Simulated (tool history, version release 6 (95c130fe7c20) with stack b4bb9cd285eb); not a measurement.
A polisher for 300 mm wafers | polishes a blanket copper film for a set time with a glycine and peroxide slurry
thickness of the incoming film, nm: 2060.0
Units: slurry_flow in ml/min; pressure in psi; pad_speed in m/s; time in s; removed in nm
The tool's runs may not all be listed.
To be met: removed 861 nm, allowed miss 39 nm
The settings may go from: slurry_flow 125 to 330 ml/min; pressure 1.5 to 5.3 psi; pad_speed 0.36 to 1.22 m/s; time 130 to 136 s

run,hour,slurry_flow,pressure,pad_speed,time,removed
1,0,210,3.4,0.78,130,604.67
2,2.1,235,3.4,0.78,130,618.3
3,7.8,235,3.7,0.78,130,624.53
4,11.2,235,3.7,0.84,130,683.52
5,16.6,235,4,0.86,130,718.77
6,22.9,235,4.2,0.88,130,747.09
7,31.8,235,4.4,0.9,130,795.89
8,36.4,235,4.5,0.9,130,793.06

Which of these 4 next moves meets every target?
A,41,235,4.7,1.04,136,?
B,41,205,4.7,0.92,134,?
C,41,240,3.7,0.9,136,?
D,41,245,4.9,1,136,?

move,removed
A,993.02
B,866.36
C,768.46
D,987.64
A: takes the result that was furthest off past its target
B: meets every target
C: further off than the last run
D: takes the result that was furthest off past its target
Move B is the one to make.
